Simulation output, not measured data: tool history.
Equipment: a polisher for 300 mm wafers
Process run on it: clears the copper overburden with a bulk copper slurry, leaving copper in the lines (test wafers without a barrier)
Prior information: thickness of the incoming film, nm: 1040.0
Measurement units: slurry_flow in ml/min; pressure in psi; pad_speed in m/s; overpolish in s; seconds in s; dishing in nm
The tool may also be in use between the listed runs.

run	hour	slurry_flow	pressure	pad_speed	slurry_solids	overpolish	seconds	dishing
1	0.0	295	2.4	0.98	1.0	29	137.86	96.223
2	7.1	295	2.0	1.00	1.0	23	160.65	72.173
3	14.4	295	2.0	0.92	1.0	23	177.10	65.634
4	15.2	295	2.0	0.92	1.0	17	176.62	54.021
5	18.1	300	1.9	0.92	1.0	15	180.42	45.650
6	21.2	310	1.8	0.92	1.0	15	195.02	44.126
7	28.4	325	1.8	0.92	1.0	14	189.40	42.060
8	35.1	335	1.8	0.92	1.0	14	191.67	41.522
9	36.1	345	1.8	0.92	1.0	14	193.22	42.130
10	43.8	345	1.7	0.92	1.0	11	203.57	32.885
11	48.7	325	1.7	0.92	1.0	11	200.50	33.006
12	54.7	325	1.7	0.90	1.0	12	208.06	34.743

Estimate the outcome of run 13 from the log above:
13	56.3	320	1.7	0.90	1.0	12	?	?

seconds: 198.92 s
dishing: 34.463 nm
